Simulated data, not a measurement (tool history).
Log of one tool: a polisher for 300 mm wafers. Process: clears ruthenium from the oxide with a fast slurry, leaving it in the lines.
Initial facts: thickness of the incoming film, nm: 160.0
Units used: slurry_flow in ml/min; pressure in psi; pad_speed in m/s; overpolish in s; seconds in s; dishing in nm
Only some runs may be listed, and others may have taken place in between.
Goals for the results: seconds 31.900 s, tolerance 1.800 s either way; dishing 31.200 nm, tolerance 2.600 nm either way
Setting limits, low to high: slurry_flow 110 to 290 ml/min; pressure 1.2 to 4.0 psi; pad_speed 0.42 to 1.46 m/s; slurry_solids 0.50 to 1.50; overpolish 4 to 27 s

run  hour  slurry_flow  pressure  pad_speed  slurry_solids  overpolish  seconds  dishing
  1   0.0          185       2.6       0.94           1.00          14   54.914   36.574
  2   8.3          185       2.6       0.94           0.80          14   60.102   33.986
  3  10.4          185       3.1       0.96           0.80          11   46.432   32.158
  4  19.2          185       3.4       0.96           0.80          10   43.445   32.105
  5  27.1          185       3.6       0.98           0.80           9   40.969   31.619
  6  33.1          185       3.6       0.76           0.80           9   51.561   24.903
  7  37.4          185       3.7       0.86           0.80           8   45.549   26.287
  8  40.9          185       3.8       0.94           0.80           7   40.710   24.621
  9  46.0          185       3.9       1.00           0.80           7   37.474   27.964
 10  49.6          185       3.9       1.04           0.80           7   36.010   26.884
 11  53.4          185       3.9       1.06           0.80           7   35.917   27.705
 12  55.2          185       3.9       1.08           0.80           7   34.670   28.640

Exercise: of the 5 proposed moves below, exactly one satisfies all targets within the stated allowed misses. Which move is it?
  A  57.0          185       4.0       1.20           0.70           7        ?        ?
  B  57.0          145       4.0       1.10           0.65           8        ?        ?
  C  57.0          170       3.5       1.18           0.85           6        ?        ?
  D  57.0          165       3.9       1.06           0.85           9        ?        ?
  E  57.0          210       4.0       1.32           0.75           8        ?        ?

move  seconds  dishing
   A   32.016   30.785
   B   37.320   30.235
   C   35.239   24.447
   D   35.374   35.312
   E   27.984   39.182
A: every result within its allowed miss
B: the biggest miss grows against the last run
C: the biggest miss grows against the last run
D: the biggest miss grows against the last run
E: takes the result that was furthest off past its target
Correct choice: A, which meets every target
